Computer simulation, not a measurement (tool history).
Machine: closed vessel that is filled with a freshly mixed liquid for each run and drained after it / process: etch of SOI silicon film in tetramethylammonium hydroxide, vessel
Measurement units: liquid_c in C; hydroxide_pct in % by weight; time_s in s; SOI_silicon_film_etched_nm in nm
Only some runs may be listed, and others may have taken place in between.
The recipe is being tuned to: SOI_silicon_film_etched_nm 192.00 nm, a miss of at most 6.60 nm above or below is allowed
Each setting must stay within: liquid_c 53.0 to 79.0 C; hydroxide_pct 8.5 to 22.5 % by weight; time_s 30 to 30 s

run	hour	liquid_c	hydroxide_pct	time_s	SOI_silicon_film_etched_nm
1	0.0	66.0	15.5	30	147.27
2	7.0	66.0	18.0	30	140.15
3	9.5	66.0	18.0	30	140.57
4	13.9	66.0	20.5	30	129.72
5	22.7	66.0	22.5	30	123.52
6	25.3	68.0	22.5	30	142.39
7	28.6	69.5	22.5	30	150.10
8	35.0	71.0	22.5	30	164.16
9	42.2	72.0	22.5	30	176.65
10	44.0	72.5	22.5	30	181.84

Exactly one of the 5 candidate moves below puts every result within its allowed miss. Which one?
A	45.8	71.0	22.5	30	?
B	45.8	73.0	21.5	30	?
C	45.8	74.5	22.5	30	?
D	45.8	70.0	19.0	30	?
E	45.8	75.5	22.5	30	?

move	SOI_silicon_film_etched_nm
A	165.52
B	192.81
C	202.62
D	171.80
E	214.51
A: its largest miss is bigger than the last run's
B: every result lands within tolerance
C: pushes the last run's worst result past its target
D: its largest miss is bigger than the last run's
E: pushes the last run's worst result past its target
Move B is the one to make.
